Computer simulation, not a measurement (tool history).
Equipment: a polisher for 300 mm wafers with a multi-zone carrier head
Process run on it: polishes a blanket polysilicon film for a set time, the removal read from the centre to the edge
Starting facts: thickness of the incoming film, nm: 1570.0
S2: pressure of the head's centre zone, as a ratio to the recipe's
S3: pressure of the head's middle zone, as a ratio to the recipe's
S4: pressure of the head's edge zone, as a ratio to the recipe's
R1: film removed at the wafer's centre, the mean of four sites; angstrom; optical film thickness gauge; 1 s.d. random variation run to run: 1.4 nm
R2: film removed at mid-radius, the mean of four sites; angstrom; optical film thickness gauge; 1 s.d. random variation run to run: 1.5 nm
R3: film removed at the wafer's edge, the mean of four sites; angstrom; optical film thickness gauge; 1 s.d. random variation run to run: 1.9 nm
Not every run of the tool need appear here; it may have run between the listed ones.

{"run": 1, "hour": 0.0, "flow of slurry (ml/min)": 160, "S2": 1, "S3": 1, "S4": 1, "polishing time (s)": 50, "R1": 3299.3, "R2": 3094.9, "R3": 3163.2}
{"run": 2, "hour": 8.5, "flow of slurry (ml/min)": 150, "S2": 0.96, "S3": 1, "S4": 0.97, "polishing time (s)": 44, "R1": 2686.3, "R2": 2729.2, "R3": 2765.5}
{"run": 3, "hour": 14.4, "flow of slurry (ml/min)": 145, "S2": 0.95, "S3": 1, "S4": 0.94, "polishing time (s)": 39, "R1": 2385.2, "R2": 2397.5, "R3": 2372.2}
{"run": 4, "hour": 18.1, "flow of slurry (ml/min)": 145, "S2": 0.95, "S3": 0.93, "S4": 0.94, "polishing time (s)": 39, "R1": 2382.6, "R2": 2298.5, "R3": 2400.9}
{"run": 5, "hour": 24.1, "flow of slurry (ml/min)": 140, "S2": 0.93, "S3": 0.93, "S4": 0.92, "polishing time (s)": 36, "R1": 2107.9, "R2": 2108.9, "R3": 2170.9}
{"run": 6, "hour": 32.9, "flow of slurry (ml/min)": 135, "S2": 0.91, "S3": 0.93, "S4": 0.9, "polishing time (s)": 34, "R1": 1935.5, "R2": 1941.8, "R3": 2022.5}
{"run": 7, "hour": 41.1, "flow of slurry (ml/min)": 130, "S2": 0.9, "S3": 0.95, "S4": 0.88, "polishing time (s)": 33, "R1": 1841.9, "R2": 1948.7, "R3": 1910.6}
{"run": 8, "hour": 45.6, "flow of slurry (ml/min)": 125, "S2": 0.89, "S3": 0.94, "S4": 0.87, "polishing time (s)": 32, "R1": 1752.1, "R2": 1826.3, "R3": 1887.6}

What does the tool deliver on the next run?
{"run": 9, "hour": 53.9, "flow of slurry (ml/min)": 125, "S2": 0.88, "S3": 0.95, "S4": 0.86, "polishing time (s)": 31, "R1": "?", "R2": "?", "R3": "?"}

{"run 9": {"R1": 1677.9, "R2": 1795.2, "R3": 1766.3}}
